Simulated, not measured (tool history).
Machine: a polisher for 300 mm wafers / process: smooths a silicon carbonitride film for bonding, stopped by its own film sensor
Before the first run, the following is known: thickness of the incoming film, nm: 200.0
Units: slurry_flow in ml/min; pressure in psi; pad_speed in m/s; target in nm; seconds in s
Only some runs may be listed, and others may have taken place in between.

run,day,slurry_flow,pressure,pad_speed,slurry_solids,target,seconds
1,0,145,2,1,1,181,66.402
2,0.125,110,2,1,1,181,68.427
3,0.262,110,1.8,0.98,1,181,78.892
4,0.342,110,1.8,0.98,1.1,181,73.949
5,0.4,110,1.7,0.98,1.1,181,76.595
6,0.446,110,1.6,0.98,1.1,181,82.935
7,0.767,110,1.5,0.98,1.1,181,89.704
8,1.083,110,1.4,0.98,1.1,181,93.204

Run 9, settings as shown, results not yet in. Your forecast:
9,1.304,110,1.3,0.98,1.1,181,?

Logged for run 9: seconds 101.75 s.
